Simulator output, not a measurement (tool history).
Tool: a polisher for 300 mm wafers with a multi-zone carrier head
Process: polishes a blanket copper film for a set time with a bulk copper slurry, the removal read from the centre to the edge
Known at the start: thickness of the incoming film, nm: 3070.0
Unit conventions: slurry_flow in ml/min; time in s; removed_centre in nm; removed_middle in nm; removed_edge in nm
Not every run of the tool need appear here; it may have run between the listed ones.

run 1 hour=0 | slurry_flow=260 centre_zone=1 middle_zone=1 edge_zone=1 slurry_solids=1 time=79 | removed_centre=363.8 removed_middle=382.1 removed_edge=379.06
run 2 hour=7.1 | slurry_flow=265 centre_zone=1.01 middle_zone=1.03 edge_zone=1.03 slurry_solids=1.1 time=81 | removed_centre=386.57 removed_middle=402.04 removed_edge=394.15
run 3 hour=9 | slurry_flow=265 centre_zone=1.01 middle_zone=1.03 edge_zone=0.99 slurry_solids=1.1 time=81 | removed_centre=388.72 removed_middle=405.5 removed_edge=404.68
run 4 hour=14.2 | slurry_flow=275 centre_zone=1.01 middle_zone=1.06 edge_zone=1 slurry_solids=1.15 time=83 | removed_centre=400.53 removed_middle=441.23 removed_edge=417.94
run 5 hour=16.5 | slurry_flow=240 centre_zone=1.01 middle_zone=1.06 edge_zone=1 slurry_solids=1.15 time=83 | removed_centre=392.06 removed_middle=430.9 removed_edge=411.93
run 6 hour=18.9 | slurry_flow=245 centre_zone=1.01 middle_zone=1.07 edge_zone=1 slurry_solids=1.2 time=85 | removed_centre=414.91 removed_middle=444.14 removed_edge=422.03
run 7 hour=27.4 | slurry_flow=245 centre_zone=0.93 middle_zone=1.17 edge_zone=1.1 slurry_solids=1.45 time=96 | removed_centre=446.24 removed_middle=583.29 removed_edge=522.05

Predict the results of run 8:
run 8 hour=34.1 | slurry_flow=250 centre_zone=0.94 middle_zone=1.16 edge_zone=1.09 slurry_solids=1.45 time=96 | removed_centre=? removed_middle=? removed_edge=?

Logged for run 8: removed_centre 454.02 nm, removed_middle 574.9 nm, removed_edge 533.35 nm.
